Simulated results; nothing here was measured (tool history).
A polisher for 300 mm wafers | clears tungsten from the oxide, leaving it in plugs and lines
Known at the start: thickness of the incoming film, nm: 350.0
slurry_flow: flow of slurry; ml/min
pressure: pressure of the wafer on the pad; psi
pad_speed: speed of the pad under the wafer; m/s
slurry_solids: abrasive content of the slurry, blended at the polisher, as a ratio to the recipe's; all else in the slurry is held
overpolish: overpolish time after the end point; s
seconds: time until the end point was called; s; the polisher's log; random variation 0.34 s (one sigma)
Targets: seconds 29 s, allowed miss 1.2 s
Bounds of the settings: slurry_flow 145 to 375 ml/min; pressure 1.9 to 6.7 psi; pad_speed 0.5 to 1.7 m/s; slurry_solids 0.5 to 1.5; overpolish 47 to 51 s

| run | hour | slurry_flow | pressure | pad_speed | slurry_solids | overpolish | seconds |
|---|---|---|---|---|---|---|---|
| 1 | 0 | 240 | 4.3 | 1.1 | 1 | 47 | 44.413 |
| 2 | 7.9 | 240 | 4.5 | 1.1 | 1 | 47 | 41.724 |
| 3 | 16.3 | 240 | 4.7 | 1.1 | 1 | 47 | 41.083 |
| 4 | 21.9 | 240 | 4.7 | 1.1 | 0.8 | 47 | 43.251 |
| 5 | 26.8 | 240 | 4.7 | 1.1 | 0.8 | 51 | 44.309 |
| 6 | 35.8 | 240 | 4.9 | 1.1 | 0.8 | 51 | 42.378 |
| 7 | 41.5 | 240 | 5.1 | 1.1 | 0.8 | 51 | 41.13 |
| 8 | 46.3 | 240 | 5.3 | 1.1 | 0.8 | 51 | 38.59 |
| 9 | 48.2 | 240 | 5.5 | 1.1 | 0.8 | 51 | 37.811 |

4 next moves are on the table. One of them brings every result within its allowed miss. Which?
| A | 50.1 | 275 | 5.2 | 1.44 | 0.9 | 51 | ? |
| B | 50.1 | 250 | 5.3 | 0.8 | 0.9 | 51 | ? |
| C | 50.1 | 225 | 4.8 | 0.92 | 0.75 | 51 | ? |
| D | 50.1 | 285 | 6.7 | 1.36 | 0.75 | 50 | ? |

| move | seconds |
|---|---|
| A | 29.537 |
| B | 51.576 |
| C | 53.516 |
| D | 26.016 |
A: meets every target
B: further off than the last run
C: further off than the last run
D: takes the result that was furthest off past its target
The right move is A.

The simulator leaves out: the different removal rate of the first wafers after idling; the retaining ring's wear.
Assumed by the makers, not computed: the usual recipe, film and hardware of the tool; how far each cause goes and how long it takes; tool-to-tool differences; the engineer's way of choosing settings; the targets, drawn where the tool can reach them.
